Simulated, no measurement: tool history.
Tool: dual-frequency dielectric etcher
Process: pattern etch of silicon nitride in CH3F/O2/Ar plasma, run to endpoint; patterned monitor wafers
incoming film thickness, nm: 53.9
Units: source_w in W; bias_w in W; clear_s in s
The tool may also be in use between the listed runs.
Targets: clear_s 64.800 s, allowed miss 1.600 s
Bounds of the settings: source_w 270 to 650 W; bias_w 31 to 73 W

run 1 hour=0.0 | source_w=460 bias_w=52 | clear_s=73.590
run 2 hour=7.9 | source_w=410 bias_w=52 | clear_s=79.484
run 3 hour=11.8 | source_w=450 bias_w=52 | clear_s=74.340
run 4 hour=12.7 | source_w=390 bias_w=52 | clear_s=80.620
run 5 hour=15.5 | source_w=390 bias_w=47 | clear_s=83.948
run 6 hour=20.5 | source_w=390 bias_w=55 | clear_s=80.535
run 7 hour=24.0 | source_w=430 bias_w=56 | clear_s=75.021
run 8 hour=32.0 | source_w=460 bias_w=57 | clear_s=72.786
run 9 hour=38.6 | source_w=460 bias_w=57 | clear_s=71.769
run 10 hour=42.5 | source_w=480 bias_w=57 | clear_s=70.418
run 11 hour=47.3 | source_w=500 bias_w=57 | clear_s=68.689

5 next moves are on the table. One of them brings every result within its allowed miss. Which?
run A hour=52.1 | source_w=570 bias_w=53 | clear_s=?
run B hour=52.1 | source_w=480 bias_w=57 | clear_s=?
run C hour=52.1 | source_w=520 bias_w=55 | clear_s=?
run D hour=52.1 | source_w=520 bias_w=52 | clear_s=?
run E hour=52.1 | source_w=510 bias_w=56 | clear_s=?

move=A clear_s=65.523
move=B clear_s=70.253
move=C clear_s=68.015
move=D clear_s=69.196
move=E clear_s=68.346
A: meets every target
B: further off than the last run
C: nearer than the last run, and not there yet
D: further off than the last run
E: nearer than the last run, and not there yet
Answer: A

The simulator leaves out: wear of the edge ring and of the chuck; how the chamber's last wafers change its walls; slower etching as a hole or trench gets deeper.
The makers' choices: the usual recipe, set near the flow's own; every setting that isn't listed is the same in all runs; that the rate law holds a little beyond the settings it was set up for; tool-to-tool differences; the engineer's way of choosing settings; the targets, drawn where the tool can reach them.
